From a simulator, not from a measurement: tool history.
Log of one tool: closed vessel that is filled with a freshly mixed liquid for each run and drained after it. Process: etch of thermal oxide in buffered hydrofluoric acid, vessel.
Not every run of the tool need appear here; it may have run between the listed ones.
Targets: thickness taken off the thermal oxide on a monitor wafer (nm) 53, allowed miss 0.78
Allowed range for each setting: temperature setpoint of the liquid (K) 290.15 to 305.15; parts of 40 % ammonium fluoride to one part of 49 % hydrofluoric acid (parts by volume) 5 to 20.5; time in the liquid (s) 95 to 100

| run | hour | temperature setpoint of the liquid (K) | parts of 40 % ammonium fluoride to one part of 49 % hydrofluoric acid (parts by volume) | time in the liquid (s) | thickness taken off the thermal oxide on a monitor wafer (nm) |
|---|---|---|---|---|---|
| 1 | 0 | 297.15 | 12.5 | 95 | 75.839 |
| 2 | 2.2 | 297.15 | 12.5 | 95 | 75.946 |
| 3 | 10.4 | 297.15 | 12.5 | 100 | 79.719 |
| 4 | 12.6 | 295.65 | 12.5 | 100 | 73.599 |
| 5 | 21.7 | 295.65 | 10.5 | 100 | 87.018 |
| 6 | 22.9 | 295.65 | 10.5 | 100 | 87.396 |
| 7 | 26.6 | 294.15 | 11 | 100 | 76.587 |
| 8 | 28.1 | 293.15 | 11.5 | 100 | 69.333 |
| 9 | 32.1 | 292.65 | 12 | 100 | 64.201 |
| 10 | 33.4 | 290.15 | 12.5 | 100 | 53.983 |
| 11 | 37.3 | 290.15 | 13 | 100 | 52.061 |

Which of these 4 next moves meets every target?
| A | 41.2 | 290.15 | 12.5 | 95 | ? |
| B | 41.2 | 290.65 | 13 | 100 | ? |
| C | 41.2 | 291.15 | 14 | 100 | ? |
| D | 41.2 | 290.15 | 13 | 95 | ? |

| move | thickness taken off the thermal oxide on a monitor wafer (nm) |
|---|---|
| A | 51.002 |
| B | 53.156 |
| C | 50.852 |
| D | 49.078 |
A: its largest miss is bigger than the last run's
B: all results land within tolerance of their targets
C: its largest miss is bigger than the last run's
D: its largest miss is bigger than the last run's
The move that meets every target is B.
